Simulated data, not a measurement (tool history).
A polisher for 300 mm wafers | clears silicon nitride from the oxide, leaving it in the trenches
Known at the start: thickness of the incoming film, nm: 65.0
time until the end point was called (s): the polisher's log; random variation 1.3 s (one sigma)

| run | hour | flow of slurry (ml/min) | pressure of the wafer on the pad (psi) | speed of the pad under the wafer (cm/s) | overpolish time after the end point (s) | time until the end point was called (s) |
|---|---|---|---|---|---|---|
| 1 | 0.0 | 200 | 1.7 | 118 | 11 | 116.01 |
| 2 | 4.6 | 200 | 1.7 | 118 | 11 | 115.92 |
| 3 | 7.2 | 200 | 1.6 | 118 | 11 | 126.28 |
| 4 | 7.9 | 195 | 1.5 | 118 | 11 | 132.03 |
| 5 | 12.8 | 215 | 1.5 | 118 | 11 | 129.49 |
| 6 | 18.3 | 215 | 1.5 | 138 | 11 | 114.54 |
| 7 | 25.4 | 215 | 1.4 | 138 | 11 | 122.96 |

Forecast run 8:
| 8 | 28.6 | 210 | 1.3 | 138 | 11 | ? |

Run 8 gave time until the end point was called (s) 130.82.
